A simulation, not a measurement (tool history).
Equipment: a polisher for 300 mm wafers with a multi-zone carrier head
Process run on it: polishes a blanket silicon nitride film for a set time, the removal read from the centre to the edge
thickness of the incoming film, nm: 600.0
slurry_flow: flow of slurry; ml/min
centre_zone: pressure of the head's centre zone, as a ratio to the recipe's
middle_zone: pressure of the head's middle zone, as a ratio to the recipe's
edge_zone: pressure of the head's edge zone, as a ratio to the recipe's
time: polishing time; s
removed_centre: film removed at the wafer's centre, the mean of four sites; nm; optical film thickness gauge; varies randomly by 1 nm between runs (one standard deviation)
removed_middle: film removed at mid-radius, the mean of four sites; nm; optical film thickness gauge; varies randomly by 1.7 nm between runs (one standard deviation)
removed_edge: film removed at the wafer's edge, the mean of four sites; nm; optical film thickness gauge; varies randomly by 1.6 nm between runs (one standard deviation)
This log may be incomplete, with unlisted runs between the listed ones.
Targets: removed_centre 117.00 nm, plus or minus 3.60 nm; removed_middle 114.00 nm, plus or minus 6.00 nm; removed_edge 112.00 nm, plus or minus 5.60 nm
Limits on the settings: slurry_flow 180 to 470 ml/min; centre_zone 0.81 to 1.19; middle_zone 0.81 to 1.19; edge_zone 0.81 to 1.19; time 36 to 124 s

Run 1, hour 0.0: slurry_flow 300 ml/min, centre_zone 1.00, middle_zone 1.00, edge_zone 1.00, time 79 s. Result: removed_centre 152.17 nm, removed_middle 149.97 nm, removed_edge 150.28 nm.
Run 2, hour 2.7: slurry_flow 300 ml/min, centre_zone 0.99, middle_zone 0.99, edge_zone 0.98, time 75 s. Result: removed_centre 143.63 nm, removed_middle 137.95 nm, removed_edge 149.79 nm.
Run 3, hour 11.2: slurry_flow 300 ml/min, centre_zone 0.93, middle_zone 0.99, edge_zone 0.98, time 75 s. Result: removed_centre 135.84 nm, removed_middle 144.09 nm, removed_edge 149.39 nm.
Run 4, hour 13.0: slurry_flow 300 ml/min, centre_zone 0.90, middle_zone 0.99, edge_zone 0.98, time 75 s. Result: removed_centre 133.74 nm, removed_middle 140.04 nm, removed_edge 150.14 nm.
Run 5, hour 17.2: slurry_flow 300 ml/min, centre_zone 0.90, middle_zone 0.91, edge_zone 0.98, time 75 s. Result: removed_centre 132.44 nm, removed_middle 132.52 nm, removed_edge 147.75 nm.
Run 6, hour 21.4: slurry_flow 300 ml/min, centre_zone 0.90, middle_zone 0.91, edge_zone 0.92, time 75 s. Result: removed_centre 133.56 nm, removed_middle 131.13 nm, removed_edge 142.60 nm.
Run 7, hour 27.8: slurry_flow 300 ml/min, centre_zone 0.90, middle_zone 0.91, edge_zone 0.92, time 75 s. Result: removed_centre 133.64 nm, removed_middle 130.27 nm, removed_edge 142.67 nm.
Run 8, hour 28.4: slurry_flow 300 ml/min, centre_zone 0.91, middle_zone 0.93, edge_zone 0.90, time 72 s. Result: removed_centre 128.71 nm, removed_middle 128.12 nm, removed_edge 132.14 nm.
Run 9, hour 36.0: slurry_flow 300 ml/min, centre_zone 0.91, middle_zone 0.92, edge_zone 0.88, time 71 s. Result: removed_centre 127.55 nm, removed_middle 127.81 nm, removed_edge 129.67 nm.
Run 10, hour 42.5: slurry_flow 295 ml/min, centre_zone 0.94, middle_zone 0.90, edge_zone 0.82, time 60 s. Result: removed_centre 110.07 nm, removed_middle 100.35 nm, removed_edge 108.98 nm.
Run 11, hour 43.0: slurry_flow 295 ml/min, centre_zone 0.94, middle_zone 0.90, edge_zone 0.82, time 60 s. Result: removed_centre 109.48 nm, removed_middle 105.46 nm, removed_edge 108.60 nm.
Run 12, hour 46.4: slurry_flow 300 ml/min, centre_zone 0.95, middle_zone 0.91, edge_zone 0.82, time 60 s. Result: removed_centre 110.84 nm, removed_middle 101.77 nm, removed_edge 110.36 nm.
Run 13, hour 51.7: slurry_flow 295 ml/min, centre_zone 0.96, middle_zone 0.93, edge_zone 0.82, time 60 s. Result: removed_centre 110.51 nm, removed_middle 104.57 nm, removed_edge 106.36 nm.
Run 14, hour 57.6: slurry_flow 300 ml/min, centre_zone 0.96, middle_zone 0.94, edge_zone 0.83, time 60 s. Result: removed_centre 112.67 nm, removed_middle 103.41 nm, removed_edge 112.96 nm.
Run 15, hour 64.1: slurry_flow 280 ml/min, centre_zone 0.96, middle_zone 0.95, edge_zone 0.83, time 61 s. Result: removed_centre 112.48 nm, removed_middle 109.99 nm, removed_edge 109.24 nm.
Run 16, hour 69.0: slurry_flow 280 ml/min, centre_zone 0.96, middle_zone 0.95, edge_zone 0.83, time 61 s. Result: removed_centre 113.02 nm, removed_middle 109.08 nm, removed_edge 110.31 nm.
Run 17, hour 70.8: slurry_flow 280 ml/min, centre_zone 0.96, middle_zone 0.96, edge_zone 0.83, time 61 s. Result: removed_centre 111.64 nm, removed_middle 108.06 nm, removed_edge 109.88 nm.
Run 18, hour 79.8: slurry_flow 280 ml/min, centre_zone 0.97, middle_zone 0.97, edge_zone 0.83, time 61 s. Result: removed_centre 111.76 nm, removed_middle 112.93 nm, removed_edge 109.32 nm.

Next run, 4 choices. One meets every target within its allowed miss, the rest don't. Which?
Run A, hour 88.8: slurry_flow 305 ml/min, centre_zone 0.94, middle_zone 1.01, edge_zone 0.81, time 57 s. Result: removed_centre ?, removed_middle ?, removed_edge ?.
Run B, hour 88.8: slurry_flow 255 ml/min, centre_zone 0.98, middle_zone 0.96, edge_zone 0.81, time 64 s. Result: removed_centre ?, removed_middle ?, removed_edge ?.
Run C, hour 88.8: slurry_flow 270 ml/min, centre_zone 0.89, middle_zone 0.98, edge_zone 0.81, time 62 s. Result: removed_centre ?, removed_middle ?, removed_edge ?.
Run D, hour 88.8: slurry_flow 265 ml/min, centre_zone 0.87, middle_zone 1.09, edge_zone 0.87, time 62 s. Result: removed_centre ?, removed_middle ?, removed_edge ?.

move  removed_centre  removed_middle  removed_edge
   A          105.96          107.58        104.11
   B          119.69          113.30        115.12
   C          109.22          112.53        112.10
   D          107.32          122.87        114.61
A: its largest miss is bigger than the last run's
B: meets every target
C: its largest miss is bigger than the last run's
D: its largest miss is bigger than the last run's
B meets every target.

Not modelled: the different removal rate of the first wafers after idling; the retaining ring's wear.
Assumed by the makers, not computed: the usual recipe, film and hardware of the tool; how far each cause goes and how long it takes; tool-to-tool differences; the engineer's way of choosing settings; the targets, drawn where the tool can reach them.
